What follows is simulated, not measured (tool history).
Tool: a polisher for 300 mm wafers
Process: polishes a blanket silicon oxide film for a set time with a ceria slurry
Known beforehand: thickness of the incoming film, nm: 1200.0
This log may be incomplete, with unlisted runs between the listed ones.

| run | hour | flow of slurry (ml/min) | pressure of the wafer on the pad (kPa) | speed of the pad under the wafer (cm/s) | polishing time (s) | film removed (Å) |
|---|---|---|---|---|---|---|
| 1 | 0.0 | 300 | 22.8 | 126 | 46 | 2526.50 |
| 2 | 1.9 | 295 | 20.0 | 118 | 46 | 2095.10 |
| 3 | 4.9 | 295 | 20.0 | 98 | 46 | 1766.20 |
| 4 | 11.1 | 335 | 20.0 | 98 | 46 | 1788.50 |
| 5 | 12.9 | 335 | 17.9 | 96 | 46 | 1593.10 |
| 6 | 17.3 | 335 | 17.9 | 114 | 46 | 1851.00 |
| 7 | 26.2 | 315 | 11.0 | 78 | 46 | 852.45 |
| 8 | 29.8 | 335 | 11.7 | 78 | 46 | 895.62 |
| 9 | 30.5 | 345 | 12.4 | 78 | 46 | 954.68 |
| 10 | 33.9 | 355 | 12.4 | 78 | 46 | 939.02 |
| 11 | 35.9 | 355 | 13.1 | 78 | 46 | 990.48 |

Estimate the outcome of run 12 from the log above:
| 12 | 37.2 | 360 | 13.1 | 78 | 46 | ? |

film removed (Å): 1004.70

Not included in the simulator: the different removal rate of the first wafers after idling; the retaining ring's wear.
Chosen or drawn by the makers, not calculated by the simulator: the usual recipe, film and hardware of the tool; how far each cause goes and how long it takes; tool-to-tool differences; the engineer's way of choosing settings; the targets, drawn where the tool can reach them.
